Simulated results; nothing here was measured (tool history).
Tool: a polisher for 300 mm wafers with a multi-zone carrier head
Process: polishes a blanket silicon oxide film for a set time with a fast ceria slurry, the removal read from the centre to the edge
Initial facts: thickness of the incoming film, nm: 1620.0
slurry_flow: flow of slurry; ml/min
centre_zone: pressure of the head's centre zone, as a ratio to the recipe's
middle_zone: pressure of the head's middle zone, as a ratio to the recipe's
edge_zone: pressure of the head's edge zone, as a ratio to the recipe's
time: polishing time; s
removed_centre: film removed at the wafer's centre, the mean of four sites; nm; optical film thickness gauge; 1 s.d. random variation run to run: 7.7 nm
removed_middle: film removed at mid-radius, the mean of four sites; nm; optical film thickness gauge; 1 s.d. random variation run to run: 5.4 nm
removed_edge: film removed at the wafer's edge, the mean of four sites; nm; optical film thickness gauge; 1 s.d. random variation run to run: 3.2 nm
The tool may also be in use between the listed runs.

run,hour,slurry_flow,centre_zone,middle_zone,edge_zone,time,removed_centre,removed_middle,removed_edge
1,0.0,185,1.00,1.00,1.00,25,588.80,624.99,622.91
2,5.5,145,1.00,1.00,1.00,25,579.42,611.52,611.36
3,9.4,145,1.08,1.00,1.00,25,620.34,614.48,610.40
4,17.9,140,1.09,0.95,0.96,24,589.72,562.13,582.58
5,24.5,165,1.09,0.95,0.96,24,613.39,568.98,583.34
6,32.7,165,1.10,0.92,0.93,23,602.50,531.26,557.05
7,33.9,160,1.10,0.90,0.90,23,592.94,526.36,544.89

What will run 8 give?
8,40.2,155,1.11,0.88,0.88,23,?,?,?

{"run 8": {"removed_centre": 586.88, "removed_middle": 514.51, "removed_edge": 536.58}}
